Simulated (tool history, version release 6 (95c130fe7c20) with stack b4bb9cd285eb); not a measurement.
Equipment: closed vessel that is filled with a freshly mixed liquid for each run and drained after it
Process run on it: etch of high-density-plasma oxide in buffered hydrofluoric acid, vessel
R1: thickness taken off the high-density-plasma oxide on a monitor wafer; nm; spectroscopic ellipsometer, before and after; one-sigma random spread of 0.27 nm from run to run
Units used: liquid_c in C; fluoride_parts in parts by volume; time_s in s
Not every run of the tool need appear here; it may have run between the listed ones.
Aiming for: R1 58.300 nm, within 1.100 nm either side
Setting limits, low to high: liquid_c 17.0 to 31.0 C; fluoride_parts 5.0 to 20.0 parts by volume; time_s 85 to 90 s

run 1 hour=0.0 | liquid_c=23.0 fluoride_parts=12.0 time_s=85 | R1=88.554
run 2 hour=4.0 | liquid_c=23.0 fluoride_parts=12.0 time_s=90 | R1=93.992
run 3 hour=12.6 | liquid_c=21.0 fluoride_parts=12.5 time_s=90 | R1=80.232
run 4 hour=16.6 | liquid_c=19.5 fluoride_parts=13.0 time_s=90 | R1=70.860
run 5 hour=24.0 | liquid_c=21.5 fluoride_parts=13.0 time_s=90 | R1=79.758
run 6 hour=32.3 | liquid_c=21.5 fluoride_parts=11.0 time_s=90 | R1=94.294
run 7 hour=40.7 | liquid_c=20.0 fluoride_parts=12.0 time_s=90 | R1=79.262
run 8 hour=48.9 | liquid_c=19.0 fluoride_parts=12.5 time_s=90 | R1=72.436
run 9 hour=55.9 | liquid_c=18.5 fluoride_parts=13.0 time_s=90 | R1=67.265
run 10 hour=63.5 | liquid_c=18.0 fluoride_parts=13.0 time_s=90 | R1=65.707
run 11 hour=70.7 | liquid_c=17.5 fluoride_parts=13.5 time_s=90 | R1=60.583
run 12 hour=73.7 | liquid_c=17.0 fluoride_parts=13.5 time_s=90 | R1=59.779

Consider the 4 candidate settings below. Which is the only one whose results all fall within their allowed miss of target?
run A hour=76.7 | liquid_c=17.5 fluoride_parts=12.5 time_s=85 | R1=?
run B hour=76.7 | liquid_c=18.0 fluoride_parts=13.5 time_s=90 | R1=?
run C hour=76.7 | liquid_c=17.0 fluoride_parts=13.0 time_s=90 | R1=?
run D hour=76.7 | liquid_c=17.0 fluoride_parts=13.0 time_s=85 | R1=?

move=A R1=62.396
move=B R1=63.030
move=C R1=61.786
move=D R1=58.353
A: moves away from the targets compared with the last run
B: moves away from the targets compared with the last run
C: moves away from the targets compared with the last run
D: in spec on every target
Move D is the one to make.

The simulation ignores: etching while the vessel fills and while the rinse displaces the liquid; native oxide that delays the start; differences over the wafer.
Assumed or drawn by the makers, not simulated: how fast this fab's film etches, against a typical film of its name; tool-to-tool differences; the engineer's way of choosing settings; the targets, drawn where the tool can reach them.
